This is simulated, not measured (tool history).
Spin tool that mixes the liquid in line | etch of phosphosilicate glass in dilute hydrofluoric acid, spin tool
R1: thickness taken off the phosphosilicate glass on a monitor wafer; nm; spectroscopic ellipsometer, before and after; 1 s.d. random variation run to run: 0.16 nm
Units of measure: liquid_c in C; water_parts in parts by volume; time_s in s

run 1 day=0 | liquid_c=24 water_parts=210 time_s=25 | R1=22.067
run 2 day=0.117 | liquid_c=24 water_parts=210 time_s=25 | R1=22.014
run 3 day=0.358 | liquid_c=26 water_parts=210 time_s=25 | R1=23.641
run 4 day=0.633 | liquid_c=27.5 water_parts=185 time_s=25 | R1=29.23
run 5 day=0.825 | liquid_c=27.5 water_parts=125 time_s=25 | R1=46.632
run 6 day=0.954 | liquid_c=25.5 water_parts=125 time_s=25 | R1=43.367
run 7 day=1.062 | liquid_c=27 water_parts=125 time_s=25 | R1=45.79

Predict the results of run 8:
run 8 day=1.267 | liquid_c=27 water_parts=125 time_s=25 | R1=?

Run 8 produced R1 45.752 nm.
